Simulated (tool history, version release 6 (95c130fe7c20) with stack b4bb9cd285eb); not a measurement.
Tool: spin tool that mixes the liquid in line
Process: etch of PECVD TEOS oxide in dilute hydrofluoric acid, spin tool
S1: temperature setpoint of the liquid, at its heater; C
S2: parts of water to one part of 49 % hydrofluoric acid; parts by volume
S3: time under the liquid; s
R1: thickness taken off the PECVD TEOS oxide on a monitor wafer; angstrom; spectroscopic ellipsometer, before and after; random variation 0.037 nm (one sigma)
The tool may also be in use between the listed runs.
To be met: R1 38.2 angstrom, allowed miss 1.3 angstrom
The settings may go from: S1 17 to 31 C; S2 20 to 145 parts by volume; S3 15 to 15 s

{"run": 1, "day": 0.0, "S1": 23, "S2": 80, "S3": 15, "R1": 49.799}
{"run": 2, "day": 0.358, "S1": 22, "S2": 80, "S3": 15, "R1": 47.894}
{"run": 3, "day": 0.725, "S1": 25, "S2": 80, "S3": 15, "R1": 53.951}
{"run": 4, "day": 1.083, "S1": 25, "S2": 105, "S3": 15, "R1": 39.594}
{"run": 5, "day": 1.412, "S1": 25, "S2": 75, "S3": 15, "R1": 56.339}
{"run": 6, "day": 1.717, "S1": 25, "S2": 75, "S3": 15, "R1": 57.586}
{"run": 7, "day": 2.033, "S1": 23.5, "S2": 75, "S3": 15, "R1": 54.473}
{"run": 8, "day": 2.375, "S1": 22, "S2": 80, "S3": 15, "R1": 47.779}
{"run": 9, "day": 2.679, "S1": 21, "S2": 80, "S3": 15, "R1": 45.375}
{"run": 10, "day": 2.871, "S1": 20, "S2": 80, "S3": 15, "R1": 43.295}

4 next moves are on the table. One of them brings every result within its allowed miss. Which?
{"run": "A", "day": 3.062, "S1": 17.5, "S2": 65, "S3": 15, "R1": "?"}
{"run": "B", "day": 3.062, "S1": 19.5, "S2": 80, "S3": 15, "R1": "?"}
{"run": "C", "day": 3.062, "S1": 18, "S2": 60, "S3": 15, "R1": "?"}
{"run": "D", "day": 3.062, "S1": 21.5, "S2": 95, "S3": 15, "R1": "?"}

move=A R1=49.556
move=B R1=43.091
move=C R1=55.158
move=D R1=38.731
A: further off than the last run
B: as far off as the last run
C: further off than the last run
D: meets every target
Answer: D
